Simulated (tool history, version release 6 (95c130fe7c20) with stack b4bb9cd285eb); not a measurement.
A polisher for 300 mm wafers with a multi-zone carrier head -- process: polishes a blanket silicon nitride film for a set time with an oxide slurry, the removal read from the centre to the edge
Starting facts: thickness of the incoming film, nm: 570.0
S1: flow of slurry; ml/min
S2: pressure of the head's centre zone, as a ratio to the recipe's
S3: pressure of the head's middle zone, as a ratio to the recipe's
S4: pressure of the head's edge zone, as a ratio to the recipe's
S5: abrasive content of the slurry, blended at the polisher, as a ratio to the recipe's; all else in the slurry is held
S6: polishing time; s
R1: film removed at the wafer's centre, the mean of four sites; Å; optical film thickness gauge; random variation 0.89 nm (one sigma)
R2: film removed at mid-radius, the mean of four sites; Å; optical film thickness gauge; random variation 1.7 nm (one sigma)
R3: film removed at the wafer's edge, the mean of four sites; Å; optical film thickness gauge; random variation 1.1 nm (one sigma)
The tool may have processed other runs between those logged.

run  hour   S1    S2    S3    S4    S5  S6      R1      R2      R3
  1     0  240     1     1     1     1  89   715.9  707.33  708.99
  2     3  240  0.99     1  1.02  1.05  91  729.44  728.55  760.68
  3   6.9  240  0.99  1.01  1.03   1.1  92   769.1  763.16  793.18
  4  14.3  240  0.99  1.01  1.03   1.3  92  811.62  816.89  840.04
  5  18.9  240  0.99  1.07  1.03   1.3  92  807.52  847.78  844.14
  6  27.3  240  0.99  1.02  1.03   1.3  92   813.9  793.87  831.72
  7  32.8  240  0.99  1.03  1.04   1.3  94  830.37  837.44  870.95
  8    39  240  0.99  1.04  1.05   1.3  95  831.62  858.93  874.02
  9    42  240  0.99  1.04  1.06   1.3  97  872.33  876.11  899.15
 10  49.4  240  0.99  1.04  1.06   1.3  97  861.01  902.65  884.63

Predict the results of run 11:
 11  55.2  245  0.97  1.03  1.06  1.3  99   ?   ?   ?

{"run 11": {"R1": 855.3, "R2": 895.59, "R3": 897.11}}
